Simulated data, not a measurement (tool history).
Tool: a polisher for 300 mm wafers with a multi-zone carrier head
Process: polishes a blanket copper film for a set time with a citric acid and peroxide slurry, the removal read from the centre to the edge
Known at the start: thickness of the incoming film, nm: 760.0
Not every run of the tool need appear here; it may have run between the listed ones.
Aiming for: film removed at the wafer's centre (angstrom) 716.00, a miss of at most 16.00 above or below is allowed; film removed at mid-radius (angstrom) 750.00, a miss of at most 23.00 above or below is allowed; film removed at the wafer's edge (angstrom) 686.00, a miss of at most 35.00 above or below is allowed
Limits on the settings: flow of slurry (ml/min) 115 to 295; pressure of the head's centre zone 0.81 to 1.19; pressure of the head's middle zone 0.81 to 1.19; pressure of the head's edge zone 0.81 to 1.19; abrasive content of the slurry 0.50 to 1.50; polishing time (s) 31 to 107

run	hour	flow of slurry (ml/min)	pressure of the head's centre zone	pressure of the head's middle zone	pressure of the head's edge zone	abrasive content of the slurry	polishing time (s)	film removed at the wafer's centre (angstrom)	film removed at mid-radius (angstrom)	film removed at the wafer's edge (angstrom)
1	0.0	190	1.00	1.00	1.00	1.00	69	1047.20	1056.70	1058.90
2	4.7	145	1.00	1.00	1.00	1.00	69	992.92	1006.10	998.49
3	5.3	145	1.00	1.00	1.00	0.85	69	951.33	958.33	1000.40
4	10.6	140	1.02	1.04	0.94	0.75	63	847.43	890.59	824.14
5	17.0	140	1.02	1.04	0.94	0.75	78	1068.40	1094.40	1073.30
6	18.6	140	1.02	1.04	0.94	0.75	63	858.84	883.84	851.14
7	22.3	140	1.02	1.04	0.90	0.65	61	802.92	809.76	745.75
8	30.9	135	0.99	1.03	0.88	0.65	61	760.94	807.77	742.05
9	39.7	135	0.99	1.03	0.88	0.65	61	776.90	803.73	755.97
10	44.0	135	0.98	1.03	0.86	0.60	60	736.97	784.73	743.84

Next run, 5 choices. One meets every target within its allowed miss, the rest don't. Which?
A	48.3	120	0.98	1.04	0.97	0.75	61	?	?	?
B	48.3	130	1.18	1.17	0.81	0.70	50	?	?	?
C	48.3	135	1.03	1.00	0.85	0.50	58	?	?	?
D	48.3	140	1.02	1.06	0.90	0.55	57	?	?	?
E	48.3	150	1.11	1.13	0.81	0.70	50	?	?	?

move	film removed at the wafer's centre (angstrom)	film removed at mid-radius (angstrom)	film removed at the wafer's edge (angstrom)
A	763.21	824.75	793.94
B	761.57	751.33	597.71
C	717.37	710.09	658.98
D	722.03	757.05	683.90
E	744.45	754.89	612.75
A: the biggest miss grows against the last run
B: takes the biggest miss from the last run beyond its target
C: corrects the largest miss of the last run, while another result sits out of spec
D: all results in spec
E: takes the biggest miss from the last run beyond its target
D is the move that brings every result within its allowed miss.

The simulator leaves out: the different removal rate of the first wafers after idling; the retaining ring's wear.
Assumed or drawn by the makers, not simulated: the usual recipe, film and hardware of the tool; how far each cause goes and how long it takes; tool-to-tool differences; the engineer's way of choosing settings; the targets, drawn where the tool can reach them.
